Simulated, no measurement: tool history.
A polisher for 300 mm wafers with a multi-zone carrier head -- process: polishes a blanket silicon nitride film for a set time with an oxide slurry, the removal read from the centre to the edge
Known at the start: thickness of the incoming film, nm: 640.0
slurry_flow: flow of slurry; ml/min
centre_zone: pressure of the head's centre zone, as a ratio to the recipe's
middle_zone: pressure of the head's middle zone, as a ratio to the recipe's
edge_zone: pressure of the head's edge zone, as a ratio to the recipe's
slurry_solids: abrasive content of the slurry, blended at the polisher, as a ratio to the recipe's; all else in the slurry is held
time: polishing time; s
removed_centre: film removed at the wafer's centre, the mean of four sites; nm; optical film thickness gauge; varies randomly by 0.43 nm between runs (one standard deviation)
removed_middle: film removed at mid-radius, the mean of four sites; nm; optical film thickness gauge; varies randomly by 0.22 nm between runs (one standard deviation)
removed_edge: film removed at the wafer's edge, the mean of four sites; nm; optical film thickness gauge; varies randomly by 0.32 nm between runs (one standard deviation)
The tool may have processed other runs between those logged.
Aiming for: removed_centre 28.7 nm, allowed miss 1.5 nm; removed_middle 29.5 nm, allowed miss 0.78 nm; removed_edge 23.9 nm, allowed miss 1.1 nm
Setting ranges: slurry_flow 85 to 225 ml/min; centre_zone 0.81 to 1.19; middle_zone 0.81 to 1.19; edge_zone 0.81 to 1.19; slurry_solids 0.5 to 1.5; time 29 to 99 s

run 1 hour=0 | slurry_flow=145 centre_zone=1 middle_zone=1 edge_zone=1 slurry_solids=1 time=64 | removed_centre=41.313 removed_middle=41.212 removed_edge=42.294
run 2 hour=6.9 | slurry_flow=150 centre_zone=1.01 middle_zone=1.02 edge_zone=0.97 slurry_solids=0.9 time=61 | removed_centre=38.354 removed_middle=37.806 removed_edge=36.575
run 3 hour=13.5 | slurry_flow=150 centre_zone=0.97 middle_zone=1.02 edge_zone=0.97 slurry_solids=0.9 time=61 | removed_centre=36.632 removed_middle=38.068 removed_edge=35.474
run 4 hour=22.4 | slurry_flow=150 centre_zone=0.97 middle_zone=1.02 edge_zone=1.01 slurry_solids=0.9 time=61 | removed_centre=37.266 removed_middle=38.59 removed_edge=38.076
run 5 hour=28.3 | slurry_flow=170 centre_zone=0.97 middle_zone=1.02 edge_zone=1.01 slurry_solids=0.9 time=61 | removed_centre=37.672 removed_middle=39.1 removed_edge=37.899
run 6 hour=32.6 | slurry_flow=175 centre_zone=0.96 middle_zone=1.01 edge_zone=0.98 slurry_solids=0.85 time=61 | removed_centre=36.258 removed_middle=38.151 removed_edge=36.699
run 7 hour=34.1 | slurry_flow=155 centre_zone=1.06 middle_zone=1.11 edge_zone=0.88 slurry_solids=0.6 time=49 | removed_centre=23.423 removed_middle=24.173 removed_edge=20.288
run 8 hour=35.1 | slurry_flow=195 centre_zone=1.11 middle_zone=1.18 edge_zone=0.97 slurry_solids=0.7 time=49 | removed_centre=28.642 removed_middle=30.352 removed_edge=25.443
run 9 hour=40.8 | slurry_flow=195 centre_zone=1.12 middle_zone=1.18 edge_zone=0.96 slurry_solids=0.7 time=49 | removed_centre=28.631 removed_middle=30.036 removed_edge=25.45
run 10 hour=48.7 | slurry_flow=195 centre_zone=1.12 middle_zone=1.18 edge_zone=0.96 slurry_solids=0.7 time=49 | removed_centre=27.927 removed_middle=30.176 removed_edge=25.084
run 11 hour=51.9 | slurry_flow=195 centre_zone=1.13 middle_zone=1.18 edge_zone=0.95 slurry_solids=0.7 time=49 | removed_centre=29.286 removed_middle=29.912 removed_edge=25.565
run 12 hour=59.8 | slurry_flow=195 centre_zone=1.12 middle_zone=1.18 edge_zone=0.93 slurry_solids=0.7 time=49 | removed_centre=29.136 removed_middle=30.029 removed_edge=25.03

Which of these 5 next moves meets every target?
run A hour=67.7 | slurry_flow=165 centre_zone=1.17 middle_zone=1.19 edge_zone=0.9 slurry_solids=1 time=39 | removed_centre=? removed_middle=? removed_edge=?
run B hour=67.7 | slurry_flow=195 centre_zone=1.1 middle_zone=1.12 edge_zone=0.96 slurry_solids=0.8 time=46 | removed_centre=? removed_middle=? removed_edge=?
run C hour=67.7 | slurry_flow=185 centre_zone=0.97 middle_zone=1.14 edge_zone=1.14 slurry_solids=0.65 time=51 | removed_centre=? removed_middle=? removed_edge=?
run D hour=67.7 | slurry_flow=175 centre_zone=0.95 middle_zone=1.12 edge_zone=1.14 slurry_solids=0.9 time=40 | removed_centre=? removed_middle=? removed_edge=?
run E hour=67.7 | slurry_flow=170 centre_zone=1.04 middle_zone=1.15 edge_zone=1.15 slurry_solids=0.7 time=46 | removed_centre=? removed_middle=? removed_edge=?

move=A removed_centre=28.697 removed_middle=29.411 removed_edge=24.79
move=B removed_centre=29.122 removed_middle=29.655 removed_edge=26.772
move=C removed_centre=25.101 removed_middle=28.173 removed_edge=27.372
move=D removed_centre=24.356 removed_middle=27.379 removed_edge=27.026
move=E removed_centre=24.772 removed_middle=26.779 removed_edge=26.07
A: every result within its allowed miss
B: the biggest miss grows against the last run
C: the biggest miss grows against the last run
D: the biggest miss grows against the last run
E: the biggest miss grows against the last run
Answer: A

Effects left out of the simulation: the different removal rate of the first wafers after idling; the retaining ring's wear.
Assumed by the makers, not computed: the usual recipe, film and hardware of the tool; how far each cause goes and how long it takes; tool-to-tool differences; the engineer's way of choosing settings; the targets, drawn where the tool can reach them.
